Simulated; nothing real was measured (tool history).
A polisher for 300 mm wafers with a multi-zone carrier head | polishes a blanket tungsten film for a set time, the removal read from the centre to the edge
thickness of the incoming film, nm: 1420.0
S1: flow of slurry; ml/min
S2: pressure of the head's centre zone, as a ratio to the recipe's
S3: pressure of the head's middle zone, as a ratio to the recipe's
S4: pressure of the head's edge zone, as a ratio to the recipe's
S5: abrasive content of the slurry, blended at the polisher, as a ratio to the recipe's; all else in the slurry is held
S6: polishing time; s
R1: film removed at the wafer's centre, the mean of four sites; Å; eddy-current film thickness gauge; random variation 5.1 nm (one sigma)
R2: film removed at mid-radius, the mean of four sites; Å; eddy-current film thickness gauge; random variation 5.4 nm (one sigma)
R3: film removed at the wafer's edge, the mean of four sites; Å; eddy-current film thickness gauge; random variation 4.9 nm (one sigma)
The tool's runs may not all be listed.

run  hour   S1    S2    S3    S4    S5  S6      R1      R2      R3
  1   0.0  175  1.00  1.00  1.00  1.00  62  4075.4  4021.2  4258.0
  2   3.4  175  1.00  1.00  1.00  1.00  47  3076.5  3152.0  3202.7
  3   7.2  175  1.00  1.00  1.05  1.00  47  3067.2  3078.8  3283.9
  4  16.1  175  1.00  1.00  1.05  1.20  47  3170.6  3210.1  3355.5
  5  19.6  175  1.00  1.00  1.05  1.35  47  3237.7  3289.9  3442.0
  6  28.4  185  1.03  1.01  1.04  1.35  47  3356.0  3285.9  3457.1
  7  29.4  190  1.06  1.04  1.02  1.40  47  3418.7  3334.8  3438.5
  8  36.9  190  1.06  1.04  1.02  1.40  47  3436.5  3428.7  3388.0

Run 9 comes next. What will it give?
  9  38.3  195  1.08  1.05  1.02  1.40  48   ?   ?   ?

{"run 9": {"R1": 3591.7, "R2": 3481.4, "R3": 3515.7}}
